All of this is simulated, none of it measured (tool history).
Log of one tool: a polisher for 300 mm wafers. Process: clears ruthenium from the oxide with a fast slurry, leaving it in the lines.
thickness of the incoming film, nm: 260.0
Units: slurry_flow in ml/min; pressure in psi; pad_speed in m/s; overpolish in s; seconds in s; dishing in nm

Run 1, hour 0.0: slurry_flow 140 ml/min, pressure 3.0 psi, pad_speed 0.76 m/s, slurry_solids 1.0, overpolish 9 s. Result: seconds 81.809 s, dishing 22.8080 nm.
Run 2, hour 6.1: slurry_flow 140 ml/min, pressure 2.7 psi, pad_speed 0.68 m/s, slurry_solids 1.0, overpolish 8 s. Result: seconds 103.550 s, dishing 17.0750 nm.
Run 3, hour 12.9: slurry_flow 140 ml/min, pressure 2.7 psi, pad_speed 0.68 m/s, slurry_solids 1.0, overpolish 5 s. Result: seconds 99.572 s, dishing 11.5910 nm.
Run 4, hour 18.4: slurry_flow 140 ml/min, pressure 2.3 psi, pad_speed 0.66 m/s, slurry_solids 1.0, overpolish 5 s. Result: seconds 119.320 s, dishing 9.3522 nm.
Run 5, hour 22.3: slurry_flow 135 ml/min, pressure 2.1 psi, pad_speed 0.64 m/s, slurry_solids 1.0, overpolish 6 s. Result: seconds 137.810 s, dishing 10.2350 nm.
Run 6, hour 24.0: slurry_flow 135 ml/min, pressure 2.1 psi, pad_speed 0.82 m/s, slurry_solids 1.0, overpolish 6 s. Result: seconds 107.620 s, dishing 12.6200 nm.
Run 7, hour 30.0: slurry_flow 130 ml/min, pressure 1.9 psi, pad_speed 0.78 m/s, slurry_solids 1.0, overpolish 6 s. Result: seconds 123.880 s, dishing 10.8640 nm.
Run 8, hour 32.6: slurry_flow 125 ml/min, pressure 1.8 psi, pad_speed 0.76 m/s, slurry_solids 1.0, overpolish 6 s. Result: seconds 132.000 s, dishing 9.7450 nm.
Run 9, hour 41.3: slurry_flow 120 ml/min, pressure 1.7 psi, pad_speed 0.74 m/s, slurry_solids 1.0, overpolish 7 s. Result: seconds 153.410 s, dishing 10.6430 nm.
At hour 43.5: worn pad replaced by a new one.
Run 10, hour 43.5: slurry_flow 115 ml/min, pressure 1.6 psi, pad_speed 0.74 m/s, slurry_solids 1.0, overpolish 7 s. Result: seconds 145.380 s, dishing 11.2970 nm.

The next listed run, before its measurement:
Run 11, hour 49.7: slurry_flow 125 ml/min, pressure 1.5 psi, pad_speed 0.72 m/s, slurry_solids 1.0, overpolish 7 s. Result: seconds ?, dishing ?.

{"run 11": {"seconds": 152.14, "dishing": 10.602}}
